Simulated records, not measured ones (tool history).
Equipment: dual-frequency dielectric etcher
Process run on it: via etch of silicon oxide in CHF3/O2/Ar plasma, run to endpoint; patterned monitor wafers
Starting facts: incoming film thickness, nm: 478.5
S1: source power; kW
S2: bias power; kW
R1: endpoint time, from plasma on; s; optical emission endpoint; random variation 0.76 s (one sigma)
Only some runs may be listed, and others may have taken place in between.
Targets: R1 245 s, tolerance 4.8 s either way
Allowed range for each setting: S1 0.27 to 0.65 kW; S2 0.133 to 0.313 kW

Run 1, hour 0: S1 0.46 kW, S2 0.223 kW. Result: R1 267.86 s.
Run 2, hour 1.4: S1 0.47 kW, S2 0.224 kW. Result: R1 264.12 s.
Run 3, hour 10.4: S1 0.54 kW, S2 0.224 kW. Result: R1 252.89 s.
Run 4, hour 12.7: S1 0.55 kW, S2 0.225 kW. Result: R1 251.9 s.
Run 5, hour 19.1: S1 0.56 kW, S2 0.226 kW. Result: R1 249.93 s.
Run 6, hour 21.1: S1 0.49 kW, S2 0.226 kW. Result: R1 261.27 s.
Run 7, hour 29.8: S1 0.49 kW, S2 0.226 kW. Result: R1 259.6 s.
Run 8, hour 38.6: S1 0.5 kW, S2 0.227 kW. Result: R1 257.94 s.
Run 9, hour 44.2: S1 0.51 kW, S2 0.228 kW. Result: R1 257.24 s.

Exactly one of the 4 candidate moves below puts every result within its allowed miss. Which one?
Run A, hour 49.8: S1 0.45 kW, S2 0.207 kW. Result: R1 ?.
Run B, hour 49.8: S1 0.47 kW, S2 0.226 kW. Result: R1 ?.
Run C, hour 49.8: S1 0.44 kW, S2 0.219 kW. Result: R1 ?.
Run D, hour 49.8: S1 0.56 kW, S2 0.241 kW. Result: R1 ?.

move      R1
   A  273.77
   B  263.38
   C  271.25
   D  244.64
A: the biggest miss grows against the last run
B: the biggest miss grows against the last run
C: the biggest miss grows against the last run
D: each result inside its tolerance
D is the move that brings every result within its allowed miss.
